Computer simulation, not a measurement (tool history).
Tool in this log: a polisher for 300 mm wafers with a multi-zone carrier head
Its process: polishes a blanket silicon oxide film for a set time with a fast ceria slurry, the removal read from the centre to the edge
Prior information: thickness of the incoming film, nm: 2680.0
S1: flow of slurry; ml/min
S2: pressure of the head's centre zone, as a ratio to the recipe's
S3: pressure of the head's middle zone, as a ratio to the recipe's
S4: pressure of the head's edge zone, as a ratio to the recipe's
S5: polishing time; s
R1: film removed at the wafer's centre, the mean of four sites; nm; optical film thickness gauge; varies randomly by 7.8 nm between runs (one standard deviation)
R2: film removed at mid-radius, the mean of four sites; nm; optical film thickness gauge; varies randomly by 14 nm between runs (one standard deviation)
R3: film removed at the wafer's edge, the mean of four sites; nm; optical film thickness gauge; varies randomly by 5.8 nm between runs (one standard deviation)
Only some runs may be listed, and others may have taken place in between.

run	day	S1	S2	S3	S4	S5	R1	R2	R3
1	0.000	150	1.00	1.00	1.00	43	1046.30	1074.70	1068.40
2	0.221	150	1.00	1.00	0.97	43	1036.30	1057.80	1041.90
3	0.288	120	1.00	1.00	0.97	43	1000.10	1012.10	1020.30
4	0.308	115	1.00	1.01	0.95	43	975.27	1030.40	1003.00
5	0.442	115	1.00	1.01	0.95	34	768.22	804.59	795.56
6	0.675	130	1.01	1.03	0.97	34	815.24	837.90	823.15

What will run 7 give?
7	0.933	145	1.01	1.05	0.99	34	?	?	?

{"run 7": {"R1": 821.36, "R2": 847.11, "R3": 838.06}}

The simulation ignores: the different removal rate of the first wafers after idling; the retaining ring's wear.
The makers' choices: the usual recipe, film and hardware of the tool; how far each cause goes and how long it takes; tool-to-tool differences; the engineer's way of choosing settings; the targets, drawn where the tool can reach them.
